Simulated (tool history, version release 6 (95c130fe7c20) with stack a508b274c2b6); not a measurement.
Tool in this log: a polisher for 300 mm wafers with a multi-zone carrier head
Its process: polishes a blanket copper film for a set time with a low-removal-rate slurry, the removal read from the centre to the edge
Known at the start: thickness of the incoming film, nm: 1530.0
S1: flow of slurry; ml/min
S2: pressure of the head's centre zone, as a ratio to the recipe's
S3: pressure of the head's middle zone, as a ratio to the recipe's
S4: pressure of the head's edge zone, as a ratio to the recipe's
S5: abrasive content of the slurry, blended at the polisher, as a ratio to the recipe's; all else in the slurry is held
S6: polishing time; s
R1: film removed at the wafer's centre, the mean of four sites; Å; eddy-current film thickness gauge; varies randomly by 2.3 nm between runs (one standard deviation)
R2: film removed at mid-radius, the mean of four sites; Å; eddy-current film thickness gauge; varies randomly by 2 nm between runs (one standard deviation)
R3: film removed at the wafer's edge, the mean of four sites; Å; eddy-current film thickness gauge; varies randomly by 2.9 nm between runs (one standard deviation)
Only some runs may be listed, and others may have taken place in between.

run    day   S1    S2    S3    S4    S5  S6      R1      R2      R3
  1  0.000  245  1.00  1.00  1.00  1.00  85  1813.8  1899.6  1856.3
  2  0.171  245  1.00  1.03  1.00  1.00  85  1848.0  1910.1  1800.2
  3  0.412  255  0.99  1.04  1.02  1.15  89  1943.3  2093.2  1981.1
  4  0.500  255  0.99  1.04  1.02  1.05  89  1942.4  2040.0  1968.3
  5  0.683  265  1.00  1.07  1.04  1.20  91  2007.3  2196.2  2066.4
  6  0.746  265  1.00  1.07  1.04  1.40  91  2086.2  2221.3  2101.6
  7  0.812  275  1.02  1.10  1.07  1.45  93  2170.8  2358.9  2199.3
  8  0.917  285  1.04  1.11  1.09  1.45  94  2273.6  2432.7  2245.5

Expected results for the next run?
  9  1.100  325  1.06  1.13  1.18  1.50  95   ?   ?   ?

{"run 9": {"R1": 2365.2, "R2": 2502.4, "R3": 2455.7}}

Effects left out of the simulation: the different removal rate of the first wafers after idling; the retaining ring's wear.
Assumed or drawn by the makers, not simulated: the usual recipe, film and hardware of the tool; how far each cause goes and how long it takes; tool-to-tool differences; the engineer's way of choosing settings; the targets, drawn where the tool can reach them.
